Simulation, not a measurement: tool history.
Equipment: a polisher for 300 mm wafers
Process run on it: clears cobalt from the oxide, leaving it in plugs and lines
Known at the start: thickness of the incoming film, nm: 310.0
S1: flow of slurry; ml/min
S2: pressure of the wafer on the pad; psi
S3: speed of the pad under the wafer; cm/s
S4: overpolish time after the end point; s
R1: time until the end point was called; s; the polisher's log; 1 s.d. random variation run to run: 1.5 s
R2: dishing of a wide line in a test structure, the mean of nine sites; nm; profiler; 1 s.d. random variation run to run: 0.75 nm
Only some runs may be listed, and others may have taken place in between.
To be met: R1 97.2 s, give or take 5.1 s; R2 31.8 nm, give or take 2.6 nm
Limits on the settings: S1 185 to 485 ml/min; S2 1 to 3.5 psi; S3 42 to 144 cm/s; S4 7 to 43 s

run 1 hour=0 | S1=310 S2=2.2 S3=92 S4=22 | R1=57.334 R2=51.61
run 2 hour=2.1 | S1=380 S2=2.2 S3=92 S4=22 | R1=56.572 R2=51.393
run 3 hour=6 | S1=380 S2=2 S3=92 S4=22 | R1=61.906 R2=49.463
run 4 hour=8.8 | S1=380 S2=2 S3=70 S4=22 | R1=75.37 R2=45.321
run 5 hour=16.9 | S1=310 S2=2 S3=70 S4=22 | R1=74.19 R2=46.898
run 6 hour=20.9 | S1=375 S2=2 S3=70 S4=22 | R1=74.782 R2=48.562
run 7 hour=26 | S1=335 S2=1.7 S3=74 S4=18 | R1=81.124 R2=40.177
run 8 hour=33.9 | S1=335 S2=1.6 S3=74 S4=16 | R1=86.851 R2=35.487

Exactly one of the 5 candidate moves below puts every result within its allowed miss. Which one?
run A hour=41.8 | S1=320 S2=1.4 S3=60 S4=25 | R1=? R2=?
run B hour=41.8 | S1=330 S2=1.1 S3=76 S4=16 | R1=? R2=?
run C hour=41.8 | S1=355 S2=1.4 S3=62 S4=15 | R1=? R2=?
run D hour=41.8 | S1=220 S2=1.8 S3=54 S4=21 | R1=? R2=?
run E hour=41.8 | S1=325 S2=1.7 S3=60 S4=14 | R1=? R2=?

move=A R1=109.68 R2=40.189
move=B R1=107.42 R2=31.084
move=C R1=106.27 R2=29.972
move=D R1=102.23 R2=37.906
move=E R1=95.515 R2=30.718
A: takes the result that was furthest off past its target
B: takes the result that was furthest off past its target
C: takes the result that was furthest off past its target
D: the worst result of the last run now meets its target, but another is out of spec
E: all results land within tolerance of their targets
The move that meets every target is E.
